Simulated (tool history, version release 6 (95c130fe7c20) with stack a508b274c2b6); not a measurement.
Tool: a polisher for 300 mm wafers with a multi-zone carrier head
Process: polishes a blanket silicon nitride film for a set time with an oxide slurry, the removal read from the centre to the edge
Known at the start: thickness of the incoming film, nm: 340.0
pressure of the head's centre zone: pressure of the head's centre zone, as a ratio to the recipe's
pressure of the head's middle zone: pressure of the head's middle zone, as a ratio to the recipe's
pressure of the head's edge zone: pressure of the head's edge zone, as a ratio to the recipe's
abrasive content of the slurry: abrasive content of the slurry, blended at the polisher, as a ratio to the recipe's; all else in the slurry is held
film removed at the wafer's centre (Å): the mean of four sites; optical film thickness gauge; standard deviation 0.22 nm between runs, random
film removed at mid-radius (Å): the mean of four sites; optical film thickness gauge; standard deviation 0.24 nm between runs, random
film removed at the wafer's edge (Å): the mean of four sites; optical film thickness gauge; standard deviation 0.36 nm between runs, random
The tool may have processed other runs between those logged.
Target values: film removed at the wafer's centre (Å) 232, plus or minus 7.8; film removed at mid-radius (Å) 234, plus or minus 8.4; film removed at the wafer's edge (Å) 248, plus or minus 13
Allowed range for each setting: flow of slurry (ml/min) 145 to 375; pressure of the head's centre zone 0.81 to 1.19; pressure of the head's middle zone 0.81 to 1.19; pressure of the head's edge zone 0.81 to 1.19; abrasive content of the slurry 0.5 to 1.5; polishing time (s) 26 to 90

run	hour	flow of slurry (ml/min)	pressure of the head's centre zone	pressure of the head's middle zone	pressure of the head's edge zone	abrasive content of the slurry	polishing time (s)	film removed at the wafer's centre (Å)	film removed at mid-radius (Å)	film removed at the wafer's edge (Å)
1	0	240	1	1	1	1	58	310.66	320.21	311.86
2	1.8	240	1.04	1	1	1	58	324.59	321.95	315.69
3	7.1	240	1.04	1.05	1	1	58	321.18	329.81	321.32
4	10.3	190	1.04	1.05	1	1	58	313.16	326.01	314.13
5	11.4	145	1.04	1.05	1	1	58	310.1	312.9	300.97
6	17.7	145	1.04	1.05	1	1.1	58	318.27	327.86	318.72
7	26.1	145	1.02	1.03	1.01	1.05	58	306.97	309.71	311.45
8	31.5	145	1	1.01	1	1	58	289.88	302.39	295.26
9	34	145	0.99	0.99	1.01	0.95	58	276.65	293.84	287.25
10	40.1	145	0.99	0.97	1.02	0.9	58	271.84	278.72	291.17
11	41.2	145	0.98	0.95	1.01	0.85	58	266.12	272.71	291.14
12	45.3	150	0.98	0.95	0.99	0.8	57	248.91	258.58	263.21
13	53.1	150	0.98	0.94	0.99	0.8	57	252.88	256.79	267.77
14	59.8	150	0.97	0.93	0.98	0.8	57	252.16	254.97	261.18
15	67.4	150	0.96	0.92	0.98	0.8	57	251.62	251.2	265.85
16	72.2	150	0.95	0.92	0.97	0.8	57	241.7	253.56	265.98

Pick the move, out of 4, that brings all results within their allowed miss; only one does.
A	77	155	0.99	1.08	0.84	0.65	62	?	?	?
B	77	150	0.96	0.91	0.97	0.65	60	?	?	?
C	77	160	0.96	1.12	0.87	0.7	59	?	?	?
D	77	155	0.9	1.15	1.01	0.85	56	?	?	?

move	film removed at the wafer's centre (Å)	film removed at mid-radius (Å)	film removed at the wafer's edge (Å)
A	246.61	274.47	241.32
B	230.09	235.14	249.23
C	238.34	280.61	243.84
D	233.94	299.69	274.19
A: moves away from the targets compared with the last run
B: each result inside its tolerance
C: moves away from the targets compared with the last run
D: moves away from the targets compared with the last run
B is the move that brings every result within its allowed miss.
